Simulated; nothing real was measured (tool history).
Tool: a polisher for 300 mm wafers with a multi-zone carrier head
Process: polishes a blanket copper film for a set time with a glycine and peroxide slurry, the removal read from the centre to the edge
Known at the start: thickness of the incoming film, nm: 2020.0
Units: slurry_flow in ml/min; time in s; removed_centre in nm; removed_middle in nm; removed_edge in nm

run,hour,slurry_flow,centre_zone,middle_zone,edge_zone,time,removed_centre,removed_middle,removed_edge
1,0.0,190,1.00,1.00,1.00,39,157.84,157.06,157.47
2,5.5,190,1.00,1.00,1.00,46,182.73,193.51,189.63
3,7.5,190,1.00,1.00,0.96,46,188.07,190.77,185.06
4,14.3,190,1.00,1.05,0.96,46,187.41,193.15,189.63
5,16.0,190,1.00,1.05,1.01,46,190.93,193.02,194.31
6,20.2,190,1.00,1.12,1.01,46,185.16,210.73,191.29

Run 7 comes next. What will it give?
7,27.6,190,1.02,1.09,0.99,41,?,?,?

{"run 7": {"removed_centre": 166.69, "removed_middle": 176.43, "removed_edge": 165.68}}
